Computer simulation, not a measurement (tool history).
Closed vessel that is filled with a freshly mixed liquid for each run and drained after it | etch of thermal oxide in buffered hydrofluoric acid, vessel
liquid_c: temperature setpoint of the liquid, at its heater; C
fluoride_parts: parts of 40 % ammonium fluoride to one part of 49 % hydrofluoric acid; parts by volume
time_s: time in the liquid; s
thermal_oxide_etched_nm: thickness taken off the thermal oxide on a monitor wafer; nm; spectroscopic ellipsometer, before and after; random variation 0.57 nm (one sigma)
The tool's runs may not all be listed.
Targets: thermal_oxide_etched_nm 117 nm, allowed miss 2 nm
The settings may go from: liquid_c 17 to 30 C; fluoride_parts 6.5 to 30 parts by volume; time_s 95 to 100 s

{"run": 1, "day": 0.0, "liquid_c": 22, "fluoride_parts": 19.5, "time_s": 95, "thermal_oxide_etched_nm": 60.993}
{"run": 2, "day": 0.258, "liquid_c": 18.5, "fluoride_parts": 19.5, "time_s": 95, "thermal_oxide_etched_nm": 50.35}
{"run": 3, "day": 0.317, "liquid_c": 17, "fluoride_parts": 19.5, "time_s": 95, "thermal_oxide_etched_nm": 45.935}
{"run": 4, "day": 0.388, "liquid_c": 20, "fluoride_parts": 18.5, "time_s": 95, "thermal_oxide_etched_nm": 57.165}
{"run": 5, "day": 0.746, "liquid_c": 20, "fluoride_parts": 15.5, "time_s": 95, "thermal_oxide_etched_nm": 68.371}
{"run": 6, "day": 0.871, "liquid_c": 20, "fluoride_parts": 19.5, "time_s": 95, "thermal_oxide_etched_nm": 54.778}
{"run": 7, "day": 1.171, "liquid_c": 22, "fluoride_parts": 18.5, "time_s": 95, "thermal_oxide_etched_nm": 63.557}
{"run": 8, "day": 1.262, "liquid_c": 26, "fluoride_parts": 13.5, "time_s": 95, "thermal_oxide_etched_nm": 108.31}
{"run": 9, "day": 1.438, "liquid_c": 26.5, "fluoride_parts": 13.5, "time_s": 95, "thermal_oxide_etched_nm": 111.94}
{"run": 10, "day": 1.783, "liquid_c": 27, "fluoride_parts": 13.5, "time_s": 95, "thermal_oxide_etched_nm": 115.33}
{"run": 11, "day": 2.121, "liquid_c": 27, "fluoride_parts": 13, "time_s": 95, "thermal_oxide_etched_nm": 119.69}

5 next moves are on the table. One of them brings every result within its allowed miss. Which?
{"run": "A", "day": 2.458, "liquid_c": 25.5, "fluoride_parts": 11.5, "time_s": 95, "thermal_oxide_etched_nm": "?"}
{"run": "B", "day": 2.458, "liquid_c": 29, "fluoride_parts": 14.5, "time_s": 100, "thermal_oxide_etched_nm": "?"}
{"run": "C", "day": 2.458, "liquid_c": 28, "fluoride_parts": 14, "time_s": 95, "thermal_oxide_etched_nm": "?"}
{"run": "D", "day": 2.458, "liquid_c": 28, "fluoride_parts": 14, "time_s": 100, "thermal_oxide_etched_nm": "?"}
{"run": "E", "day": 2.458, "liquid_c": 28, "fluoride_parts": 13.5, "time_s": 95, "thermal_oxide_etched_nm": "?"}

move=A thermal_oxide_etched_nm=124.5
move=B thermal_oxide_etched_nm=125.96
move=C thermal_oxide_etched_nm=117.45
move=D thermal_oxide_etched_nm=123.63
move=E thermal_oxide_etched_nm=121.71
A: further off than the last run
B: further off than the last run
C: meets every target
D: further off than the last run
E: further off than the last run
Move C is the one to make.
